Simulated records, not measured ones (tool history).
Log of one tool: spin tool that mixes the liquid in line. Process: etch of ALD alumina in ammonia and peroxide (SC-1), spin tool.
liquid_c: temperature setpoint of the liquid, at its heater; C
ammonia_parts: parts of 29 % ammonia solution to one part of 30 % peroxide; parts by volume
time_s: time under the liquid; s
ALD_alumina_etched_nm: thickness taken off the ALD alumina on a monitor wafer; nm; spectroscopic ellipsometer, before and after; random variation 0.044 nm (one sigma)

run	day	liquid_c	ammonia_parts	time_s	ALD_alumina_etched_nm
1	0.000	58.0	0.75	85	6.0189
2	0.338	58.0	0.60	85	5.8480
3	0.583	59.0	0.60	85	6.1363
4	0.758	59.0	0.85	85	6.3364
5	0.917	59.0	0.85	95	7.0683
6	1.062	59.0	1.00	95	7.2044
7	1.296	59.0	1.00	95	7.2279

Run 8 comes next. What will it give?
# day 1.396: new drum of ammonia solution connected
8	1.396	58.5	1.00	95	?

Run 8 gave ALD_alumina_etched_nm 7.0774 nm.

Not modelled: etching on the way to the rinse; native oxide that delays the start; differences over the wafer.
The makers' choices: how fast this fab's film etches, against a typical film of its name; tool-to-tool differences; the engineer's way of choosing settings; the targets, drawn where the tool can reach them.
